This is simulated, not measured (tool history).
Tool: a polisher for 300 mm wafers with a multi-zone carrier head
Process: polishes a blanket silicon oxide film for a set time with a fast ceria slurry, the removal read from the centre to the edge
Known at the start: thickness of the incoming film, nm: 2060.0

run  hour  flow of slurry (ml/min)  pressure of the head's centre zone  pressure of the head's middle zone  pressure of the head's edge zone  polishing time (s)  film removed at the wafer's centre (nm)  film removed at mid-radius (nm)  film removed at the wafer's edge (nm)
  1     0                      175                                   1                                   1                                 1                  51                                   778.05                           734.19                                 751.89
  2     4                      160                                0.96                                0.99                              0.98                  45                                   673.73                           635.17                                  646.9
  3   6.5                      160                                0.96                                0.99                              0.98                  49                                   735.69                            689.7                                 705.38
  4  14.7                      160                                0.96                                0.99                              0.98                  60                                   888.71                           852.06                                 874.11
  5  20.7                      150                                0.93                                0.98                              0.97                  52                                   726.92                           719.64                                 724.06
  6  25.6                      150                                0.93                                0.98                              1.05                  52                                   743.25                           714.23                                 765.15
  7  32.9                      140                                 0.9                                0.97                              1.03                  46                                   622.96                           611.75                                 651.74
  8  34.4                      130                                0.88                                0.98                              1.03                  41                                   540.57                           536.19                                  584.2
  9  36.4                      130                                0.88                                0.98                              1.03                  41                                    526.8                           547.92                                 579.45
 10  43.4                      125                                0.87                                0.98                              1.03                  37                                   489.87                           484.48                                  530.1
 11  45.3                      120                                0.86                                1.01                              1.03                  34                                   427.37                           455.44                                 475.17

The next listed run, before its measurement:
 12  47.2                      115                                0.85                                1.02                              1.04                  32                                        ?                                ?                                      ?

{"run 12": {"film removed at the wafer's centre (nm)": 385.19, "film removed at mid-radius (nm)": 418.91, "film removed at the wafer's edge (nm)": 441.53}}

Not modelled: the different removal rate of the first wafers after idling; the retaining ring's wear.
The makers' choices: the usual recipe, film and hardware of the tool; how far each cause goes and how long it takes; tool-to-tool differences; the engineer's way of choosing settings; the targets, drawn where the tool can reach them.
